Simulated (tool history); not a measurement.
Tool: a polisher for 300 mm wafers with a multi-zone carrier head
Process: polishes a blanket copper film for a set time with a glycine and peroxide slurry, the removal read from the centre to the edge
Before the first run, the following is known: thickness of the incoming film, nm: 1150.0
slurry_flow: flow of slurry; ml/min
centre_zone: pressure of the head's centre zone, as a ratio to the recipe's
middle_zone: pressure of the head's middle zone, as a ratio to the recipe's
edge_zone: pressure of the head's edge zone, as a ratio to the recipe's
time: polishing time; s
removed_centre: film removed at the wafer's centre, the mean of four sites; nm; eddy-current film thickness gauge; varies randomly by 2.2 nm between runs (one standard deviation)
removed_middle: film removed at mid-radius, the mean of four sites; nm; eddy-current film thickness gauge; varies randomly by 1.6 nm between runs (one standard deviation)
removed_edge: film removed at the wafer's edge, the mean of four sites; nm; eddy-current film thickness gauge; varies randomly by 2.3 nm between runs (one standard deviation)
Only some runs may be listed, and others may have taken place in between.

Run 1, day 0.000: slurry_flow 215 ml/min, centre_zone 1.00, middle_zone 1.00, edge_zone 1.00, time 54 s. Result: removed_centre 345.34 nm, removed_middle 352.91 nm, removed_edge 355.26 nm.
Run 2, day 0.083: slurry_flow 210 ml/min, centre_zone 0.99, middle_zone 0.99, edge_zone 0.98, time 50 s. Result: removed_centre 318.85 nm, removed_middle 326.68 nm, removed_edge 330.75 nm.
Run 3, day 0.396: slurry_flow 210 ml/min, centre_zone 0.99, middle_zone 0.99, edge_zone 0.95, time 50 s. Result: removed_centre 321.47 nm, removed_middle 327.88 nm, removed_edge 323.92 nm.
Run 4, day 0.454: slurry_flow 210 ml/min, centre_zone 0.99, middle_zone 0.99, edge_zone 0.99, time 50 s. Result: removed_centre 329.29 nm, removed_middle 325.45 nm, removed_edge 325.94 nm.
Run 5, day 0.654: slurry_flow 205 ml/min, centre_zone 0.96, middle_zone 0.98, edge_zone 0.98, time 47 s. Result: removed_centre 297.87 nm, removed_middle 298.63 nm, removed_edge 306.34 nm.
Run 6, day 0.888: slurry_flow 205 ml/min, centre_zone 0.95, middle_zone 0.98, edge_zone 0.96, time 44 s. Result: removed_centre 275.52 nm, removed_middle 283.00 nm, removed_edge 288.75 nm.
Run 7, day 1.196: slurry_flow 195 ml/min, centre_zone 0.98, middle_zone 0.93, edge_zone 0.86, time 29 s. Result: removed_centre 182.99 nm, removed_middle 177.72 nm, removed_edge 176.96 nm.
Run 8, day 1.388: slurry_flow 205 ml/min, centre_zone 0.98, middle_zone 0.93, edge_zone 0.87, time 29 s. Result: removed_centre 184.44 nm, removed_middle 178.56 nm, removed_edge 179.70 nm.

What will run 9 give?
Run 9, day 1.725: slurry_flow 210 ml/min, centre_zone 0.98, middle_zone 0.94, edge_zone 0.89, time 29 s. Result: removed_centre ?, removed_middle ?, removed_edge ?.

{"run 9": {"removed_centre": 185.08, "removed_middle": 179.31, "removed_edge": 186.8}}

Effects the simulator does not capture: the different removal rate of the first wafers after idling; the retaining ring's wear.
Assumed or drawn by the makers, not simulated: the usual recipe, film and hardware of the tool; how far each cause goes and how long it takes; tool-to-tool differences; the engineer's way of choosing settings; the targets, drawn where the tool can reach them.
